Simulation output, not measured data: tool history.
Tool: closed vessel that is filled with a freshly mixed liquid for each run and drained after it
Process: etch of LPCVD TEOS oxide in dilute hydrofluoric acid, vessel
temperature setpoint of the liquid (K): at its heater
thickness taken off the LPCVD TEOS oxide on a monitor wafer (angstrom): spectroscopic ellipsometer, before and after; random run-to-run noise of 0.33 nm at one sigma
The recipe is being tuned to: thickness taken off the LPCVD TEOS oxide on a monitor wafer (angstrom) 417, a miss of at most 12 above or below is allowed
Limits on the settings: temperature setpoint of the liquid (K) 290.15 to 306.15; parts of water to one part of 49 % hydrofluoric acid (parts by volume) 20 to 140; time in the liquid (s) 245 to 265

run,hour,temperature setpoint of the liquid (K),parts of water to one part of 49 % hydrofluoric acid (parts by volume),time in the liquid (s),thickness taken off the LPCVD TEOS oxide on a monitor wafer (angstrom)
1,0,298.15,75,245,554.51
2,1.4,298.15,75,265,600.25
3,10.1,296.65,75,265,560.83
4,13.7,295.65,75,265,537.02
5,18.4,295.65,75,265,535.21
6,25.3,294.65,75,265,517.18
7,29.9,294.15,75,265,512.39
8,32.7,293.65,75,265,493.65

5 candidate next runs follow, results not yet known. Just one meets every target within its allowed miss. Identify it.
A,35.5,295.65,95,265,?
B,35.5,294.15,80,255,?
C,35.5,292.15,75,260,?
D,35.5,293.65,90,255,?
E,35.5,295.65,80,245,?

move,thickness taken off the LPCVD TEOS oxide on a monitor wafer (angstrom)
A,413.2
B,452.12
C,455
D,389.13
E,461.94
A: hits every target within its allowed miss
B: closes in on the targets versus the last run, not all within tolerance yet
C: closes in on the targets versus the last run, not all within tolerance yet
D: pushes the last run's worst result past its target
E: closes in on the targets versus the last run, not all within tolerance yet
Move A is the one to make.
